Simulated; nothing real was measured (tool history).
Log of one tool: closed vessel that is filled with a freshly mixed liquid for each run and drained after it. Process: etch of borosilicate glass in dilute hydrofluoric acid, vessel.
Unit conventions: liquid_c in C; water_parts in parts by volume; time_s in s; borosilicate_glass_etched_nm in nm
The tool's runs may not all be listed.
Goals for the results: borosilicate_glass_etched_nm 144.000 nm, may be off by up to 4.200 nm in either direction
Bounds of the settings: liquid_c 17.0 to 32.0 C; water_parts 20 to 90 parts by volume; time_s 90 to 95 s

run,hour,liquid_c,water_parts,time_s,borosilicate_glass_etched_nm
1,0.0,24.0,50,90,106.140
2,8.8,24.0,50,95,111.420
3,10.6,21.5,50,95,102.140
4,14.8,24.0,50,95,112.130
5,16.1,21.5,50,95,100.710
6,16.9,21.5,50,90,96.355
7,22.5,22.5,50,90,99.953
8,30.4,23.5,50,90,104.220
9,39.0,23.5,50,90,104.640
10,42.4,24.5,50,90,107.620
11,48.1,25.5,50,90,114.280
12,55.0,26.0,50,90,115.390
13,61.3,26.5,50,90,117.690
14,66.9,27.0,50,90,120.360

Of the 4 settings listed for the next run, only one would bring every result within its allowed miss of target. Which one?
A,72.5,26.5,40,95,?
B,72.5,28.5,45,95,?
C,72.5,26.0,40,95,?
D,72.5,27.0,45,95,?

move,borosilicate_glass_etched_nm
A,157.960
B,151.090
C,154.780
D,142.260
A: the result that was furthest off in the last run now lies on the other side of its target
B: the result that was furthest off in the last run now lies on the other side of its target
C: the result that was furthest off in the last run now lies on the other side of its target
D: in spec on every target
D meets every target.
